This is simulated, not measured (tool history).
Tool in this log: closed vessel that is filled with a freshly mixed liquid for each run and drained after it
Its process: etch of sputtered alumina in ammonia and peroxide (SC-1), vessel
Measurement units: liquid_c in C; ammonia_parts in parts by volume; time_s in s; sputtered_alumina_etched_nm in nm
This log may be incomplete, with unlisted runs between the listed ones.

Run 1, hour 0: liquid_c 51 C, ammonia_parts 0.55 parts by volume, time_s 635 s. Result: sputtered_alumina_etched_nm 24.59 nm.
Run 2, hour 4.1: liquid_c 51 C, ammonia_parts 0.35 parts by volume, time_s 635 s. Result: sputtered_alumina_etched_nm 23.784 nm.
Run 3, hour 6.8: liquid_c 49 C, ammonia_parts 0.35 parts by volume, time_s 635 s. Result: sputtered_alumina_etched_nm 21.379 nm.
Run 4, hour 14.7: liquid_c 49 C, ammonia_parts 0.35 parts by volume, time_s 635 s. Result: sputtered_alumina_etched_nm 21.258 nm.
Run 5, hour 22.3: liquid_c 47.5 C, ammonia_parts 0.35 parts by volume, time_s 635 s. Result: sputtered_alumina_etched_nm 19.352 nm.
Run 6, hour 28.8: liquid_c 47.5 C, ammonia_parts 0.35 parts by volume, time_s 680 s. Result: sputtered_alumina_etched_nm 21.025 nm.
Run 7, hour 34.8: liquid_c 46 C, ammonia_parts 0.35 parts by volume, time_s 680 s. Result: sputtered_alumina_etched_nm 19.207 nm.
Run 8, hour 38.3: liquid_c 45 C, ammonia_parts 0.35 parts by volume, time_s 680 s. Result: sputtered_alumina_etched_nm 18.196 nm.

Forecast run 9:
Run 9, hour 44.8: liquid_c 44 C, ammonia_parts 0.35 parts by volume, time_s 680 s. Result: sputtered_alumina_etched_nm ?.

sputtered_alumina_etched_nm: 17.161 nm
